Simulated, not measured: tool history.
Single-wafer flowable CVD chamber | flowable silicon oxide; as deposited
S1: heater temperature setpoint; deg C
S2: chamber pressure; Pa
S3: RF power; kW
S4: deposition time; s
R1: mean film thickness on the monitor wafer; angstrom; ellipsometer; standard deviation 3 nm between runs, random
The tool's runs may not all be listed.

{"run": 1, "day": 0.0, "S1": 95, "S2": 79.1, "S3": 1.525, "S4": 1050, "R1": 5003.6}
{"run": 2, "day": 0.108, "S1": 99, "S2": 79.1, "S3": 1.525, "S4": 1050, "R1": 4446.8}
{"run": 3, "day": 0.479, "S1": 97, "S2": 79.1, "S3": 1.525, "S4": 1050, "R1": 4691.6}
{"run": 4, "day": 0.808, "S1": 97, "S2": 71.1, "S3": 1.525, "S4": 1050, "R1": 4258.3}
{"run": 5, "day": 0.917, "S1": 91, "S2": 71.1, "S3": 1.525, "S4": 1050, "R1": 5062.9}
{"run": 6, "day": 1.0, "S1": 91, "S2": 71.1, "S3": 1.74, "S4": 1050, "R1": 5303.1}

What will run 7 give?
{"run": 7, "day": 1.054, "S1": 90, "S2": 71.1, "S3": 1.74, "S4": 1050, "R1": "?"}

Run 7 produced R1 5481.4 angstrom.
